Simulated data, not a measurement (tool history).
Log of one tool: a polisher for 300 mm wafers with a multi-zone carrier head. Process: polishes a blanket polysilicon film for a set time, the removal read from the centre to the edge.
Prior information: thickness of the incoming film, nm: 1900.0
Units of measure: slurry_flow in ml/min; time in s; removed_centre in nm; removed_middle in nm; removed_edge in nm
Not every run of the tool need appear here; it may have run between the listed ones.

| run | hour | slurry_flow | centre_zone | middle_zone | edge_zone | time | removed_centre | removed_middle | removed_edge |
|---|---|---|---|---|---|---|---|---|---|
| 1 | 0.0 | 165 | 1.00 | 1.00 | 1.00 | 57 | 323.93 | 296.88 | 290.11 |
| 2 | 0.8 | 175 | 1.00 | 1.02 | 1.01 | 57 | 328.73 | 304.59 | 286.79 |
| 3 | 1.6 | 175 | 1.00 | 1.08 | 1.01 | 57 | 330.06 | 317.04 | 294.76 |
| 4 | 2.4 | 175 | 1.00 | 1.01 | 1.01 | 57 | 337.73 | 300.18 | 289.78 |
| 5 | 4.7 | 175 | 1.00 | 1.01 | 1.01 | 49 | 284.54 | 254.61 | 250.97 |
| 6 | 7.0 | 175 | 1.00 | 1.01 | 1.01 | 62 | 356.65 | 331.88 | 317.38 |

Estimate the outcome of run 7 from the log above:
| 7 | 13.4 | 175 | 1.00 | 1.01 | 1.01 | 62 | ? | ? | ? |

Logged for run 7: removed_centre 350.41 nm, removed_middle 330.22 nm, removed_edge 319.47 nm.

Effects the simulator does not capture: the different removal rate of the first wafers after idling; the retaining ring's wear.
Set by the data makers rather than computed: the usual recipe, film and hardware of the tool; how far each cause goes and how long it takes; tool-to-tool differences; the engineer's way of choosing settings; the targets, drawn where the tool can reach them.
